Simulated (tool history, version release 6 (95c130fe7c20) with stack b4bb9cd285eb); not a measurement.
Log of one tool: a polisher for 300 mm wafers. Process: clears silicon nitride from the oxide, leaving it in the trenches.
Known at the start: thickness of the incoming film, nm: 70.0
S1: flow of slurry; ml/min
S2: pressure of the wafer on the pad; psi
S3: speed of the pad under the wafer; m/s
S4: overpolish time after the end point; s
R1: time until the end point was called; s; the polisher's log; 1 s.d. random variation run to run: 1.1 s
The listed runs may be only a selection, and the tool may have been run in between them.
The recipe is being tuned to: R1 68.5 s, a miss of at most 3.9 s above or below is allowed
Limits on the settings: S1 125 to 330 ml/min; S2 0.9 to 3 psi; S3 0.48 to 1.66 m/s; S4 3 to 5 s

| run | day | S1 | S2 | S3 | S4 | R1 |
|---|---|---|---|---|---|---|
| 1 | 0 | 210 | 1.9 | 1.06 | 5 | 100.99 |
| 2 | 0.3 | 230 | 1.9 | 1.06 | 5 | 98.659 |
| 3 | 0.508 | 250 | 1.9 | 1.06 | 5 | 99.765 |
| 4 | 0.65 | 250 | 2.1 | 1.08 | 5 | 89.165 |
| 5 | 0.908 | 250 | 1.8 | 1.08 | 5 | 103.52 |
| 6 | 0.971 | 250 | 2 | 1.1 | 5 | 93.845 |
| 7 | 1.275 | 250 | 2.2 | 1.12 | 5 | 81.854 |
| 8 | 1.442 | 250 | 2.3 | 1.12 | 5 | 79.608 |
| 9 | 1.646 | 250 | 2.4 | 1.12 | 5 | 79.835 |
| 10 | 1.85 | 250 | 2.5 | 1.14 | 5 | 72.562 |

Below are 4 possible settings for the next run. Only one of them brings all results inside the allowed miss of their targets. Which is it?
| A | 2.054 | 225 | 2.7 | 1.32 | 5 | ? |
| B | 2.054 | 240 | 2.4 | 1.46 | 4 | ? |
| C | 2.054 | 230 | 2.6 | 1.22 | 5 | ? |
| D | 2.054 | 270 | 2.9 | 1.22 | 5 | ? |

| move | R1 |
|---|---|
| A | 60.653 |
| B | 60.077 |
| C | 67.388 |
| D | 60.399 |
A: takes the biggest miss from the last run beyond its target
B: takes the biggest miss from the last run beyond its target
C: each result inside its tolerance
D: takes the biggest miss from the last run beyond its target
C meets every target.

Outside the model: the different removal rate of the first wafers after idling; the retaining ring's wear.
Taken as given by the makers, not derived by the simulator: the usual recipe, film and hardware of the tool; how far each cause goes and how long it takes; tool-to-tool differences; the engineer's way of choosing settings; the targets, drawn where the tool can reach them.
